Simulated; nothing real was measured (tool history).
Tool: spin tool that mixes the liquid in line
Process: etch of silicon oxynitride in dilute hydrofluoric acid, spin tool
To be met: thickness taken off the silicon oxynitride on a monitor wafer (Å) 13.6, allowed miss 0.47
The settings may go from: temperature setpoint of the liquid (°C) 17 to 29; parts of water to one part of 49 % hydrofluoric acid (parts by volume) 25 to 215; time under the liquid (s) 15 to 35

run	hour	temperature setpoint of the liquid (°C)	parts of water to one part of 49 % hydrofluoric acid (parts by volume)	time under the liquid (s)	thickness taken off the silicon oxynitride on a monitor wafer (Å)
1	0	21	120	35	11.109
2	5.9	21	120	35	11.252
3	11.4	21	120	15	4.9138
4	16.4	23	100	15	6.4792
5	23.3	23	100	35	15.088
6	26.1	23	100	35	15.154
7	28.9	22.5	100	35	14.463
8	37.2	22	100	35	14.497
9	43.7	22.5	100	35	14.891
10	48.4	22.5	100	35	14.812
11	52.2	22	100	35	14.63
12	55.1	22.5	100	35	14.818
13	60.6	22	100	35	14.266

Which of these 5 next moves meets every target?
A	66.1	25	115	35	?
B	66.1	23.5	90	30	?
C	66.1	21	100	35	?
D	66.1	24	90	30	?
E	66.1	19	85	35	?

move	thickness taken off the silicon oxynitride on a monitor wafer (Å)
A	14.432
B	15.041
C	13.893
D	15.403
E	14.978
A: further off than the last run
B: further off than the last run
C: meets every target
D: further off than the last run
E: further off than the last run
Answer: C
